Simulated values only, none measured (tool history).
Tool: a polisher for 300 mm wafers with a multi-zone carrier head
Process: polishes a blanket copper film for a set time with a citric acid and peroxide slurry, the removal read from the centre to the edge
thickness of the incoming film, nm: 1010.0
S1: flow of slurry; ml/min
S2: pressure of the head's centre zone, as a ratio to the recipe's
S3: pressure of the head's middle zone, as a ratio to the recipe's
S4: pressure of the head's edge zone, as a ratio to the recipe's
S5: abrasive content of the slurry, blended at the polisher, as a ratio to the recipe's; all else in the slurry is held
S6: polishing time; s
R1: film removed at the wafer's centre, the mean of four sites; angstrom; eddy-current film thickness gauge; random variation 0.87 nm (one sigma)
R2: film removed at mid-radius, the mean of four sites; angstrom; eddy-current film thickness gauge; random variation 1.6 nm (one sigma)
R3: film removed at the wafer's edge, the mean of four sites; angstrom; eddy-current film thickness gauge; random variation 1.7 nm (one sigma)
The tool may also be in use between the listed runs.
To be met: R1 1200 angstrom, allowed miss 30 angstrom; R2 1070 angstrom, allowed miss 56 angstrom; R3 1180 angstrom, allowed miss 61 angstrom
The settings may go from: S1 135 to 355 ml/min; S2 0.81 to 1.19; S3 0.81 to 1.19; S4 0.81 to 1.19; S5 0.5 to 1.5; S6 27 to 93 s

Run 1, hour 0: S1 225 ml/min, S2 1, S3 1, S4 1, S5 1, S6 59 s. Result: R1 1448.4 angstrom, R2 1425.6 angstrom, R3 1373.1 angstrom.
Run 2, hour 7.4: S1 225 ml/min, S2 1.08, S3 1, S4 1, S5 1, S6 59 s. Result: R1 1548.4 angstrom, R2 1418.8 angstrom, R3 1434.3 angstrom.
Run 3, hour 9.7: S1 225 ml/min, S2 0.99, S3 1, S4 1, S5 1, S6 59 s. Result: R1 1426.1 angstrom, R2 1429.1 angstrom, R3 1415.4 angstrom.
Run 4, hour 10.2: S1 225 ml/min, S2 0.99, S3 1, S4 1, S5 1, S6 52 s. Result: R1 1279.6 angstrom, R2 1217.3 angstrom, R3 1260.6 angstrom.
Run 5, hour 13.7: S1 220 ml/min, S2 0.99, S3 0.99, S4 0.99, S5 1, S6 52 s. Result: R1 1258.8 angstrom, R2 1219.1 angstrom, R3 1220.4 angstrom.
Run 6, hour 15.6: S1 215 ml/min, S2 0.99, S3 0.97, S4 1, S5 1, S6 52 s. Result: R1 1251.8 angstrom, R2 1211 angstrom, R3 1223 angstrom.
Run 7, hour 19.6: S1 215 ml/min, S2 0.99, S3 0.95, S4 1.01, S5 1, S6 52 s. Result: R1 1253.8 angstrom, R2 1198.4 angstrom, R3 1248.3 angstrom.
Run 8, hour 20.3: S1 210 ml/min, S2 0.99, S3 0.93, S4 1.01, S5 1, S6 52 s. Result: R1 1253.8 angstrom, R2 1155 angstrom, R3 1230.9 angstrom.

Which of these 5 next moves meets every target?
Run A, hour 21: S1 185 ml/min, S2 0.9, S3 0.97, S4 1.04, S5 1.05, S6 56 s. Result: R1 ?, R2 ?, R3 ?.
Run B, hour 21: S1 145 ml/min, S2 1.01, S3 0.91, S4 1.01, S5 0.8, S6 55 s. Result: R1 ?, R2 ?, R3 ?.
Run C, hour 21: S1 170 ml/min, S2 1.03, S3 0.81, S4 1.02, S5 1.15, S6 52 s. Result: R1 ?, R2 ?, R3 ?.
Run D, hour 21: S1 210 ml/min, S2 1.04, S3 0.9, S4 1.06, S5 1.15, S6 49 s. Result: R1 ?, R2 ?, R3 ?.
Run E, hour 21: S1 225 ml/min, S2 0.96, S3 0.95, S4 1.04, S5 1.05, S6 52 s. Result: R1 ?, R2 ?, R3 ?.

move      R1      R2      R3
   A  1235.1  1292.5  1308.6
   B  1210.3  1072.7  1140.7
   C  1333.3  1050.9  1230.5
   D  1304.3  1106.2  1200.8
   E  1253.5  1204.7    1235
A: further off than the last run
B: meets every target
C: further off than the last run
D: further off than the last run
E: further off than the last run
Move B is the one to make.
